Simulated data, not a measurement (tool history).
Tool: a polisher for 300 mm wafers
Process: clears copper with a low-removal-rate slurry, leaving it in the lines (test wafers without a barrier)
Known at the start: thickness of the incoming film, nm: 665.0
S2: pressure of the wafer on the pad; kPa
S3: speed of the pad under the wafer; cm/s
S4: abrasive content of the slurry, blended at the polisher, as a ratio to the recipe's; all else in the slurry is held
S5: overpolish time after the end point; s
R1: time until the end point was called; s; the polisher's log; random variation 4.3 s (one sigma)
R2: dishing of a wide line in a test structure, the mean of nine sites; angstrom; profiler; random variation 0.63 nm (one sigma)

Run 1, hour 0.0: flow of slurry (ml/min) 140, S2 24.8 kPa, S3 110 cm/s, S4 1.0, S5 25 s. Result: R1 156.25 s, R2 744.55 angstrom.
Run 2, hour 1.4: flow of slurry (ml/min) 140, S2 28.3 kPa, S3 110 cm/s, S4 1.0, S5 25 s. Result: R1 138.49 s, R2 849.56 angstrom.
Run 3, hour 8.8: flow of slurry (ml/min) 140, S2 26.2 kPa, S3 108 cm/s, S4 1.0, S5 23 s. Result: R1 143.17 s, R2 750.84 angstrom.
Run 4, hour 13.8: flow of slurry (ml/min) 140, S2 24.1 kPa, S3 104 cm/s, S4 1.0, S5 22 s. Result: R1 164.81 s, R2 621.97 angstrom.
Run 5, hour 22.1: flow of slurry (ml/min) 140, S2 28.3 kPa, S3 104 cm/s, S4 1.0, S5 22 s. Result: R1 139.86 s, R2 714.86 angstrom.
Run 6, hour 28.5: flow of slurry (ml/min) 140, S2 28.3 kPa, S3 122 cm/s, S4 1.0, S5 22 s. Result: R1 126.19 s, R2 797.65 angstrom.
Run 7, hour 36.6: flow of slurry (ml/min) 140, S2 26.2 kPa, S3 118 cm/s, S4 1.0, S5 21 s. Result: R1 134.19 s, R2 714.01 angstrom.

Run 8 has not been measured yet. What should we expect?
Run 8, hour 39.2: flow of slurry (ml/min) 140, S2 24.1 kPa, S3 114 cm/s, S4 1.0, S5 20 s. Result: R1 ?, R2 ?.

{"run 8": {"R1": 151.35, "R2": 638.8}}

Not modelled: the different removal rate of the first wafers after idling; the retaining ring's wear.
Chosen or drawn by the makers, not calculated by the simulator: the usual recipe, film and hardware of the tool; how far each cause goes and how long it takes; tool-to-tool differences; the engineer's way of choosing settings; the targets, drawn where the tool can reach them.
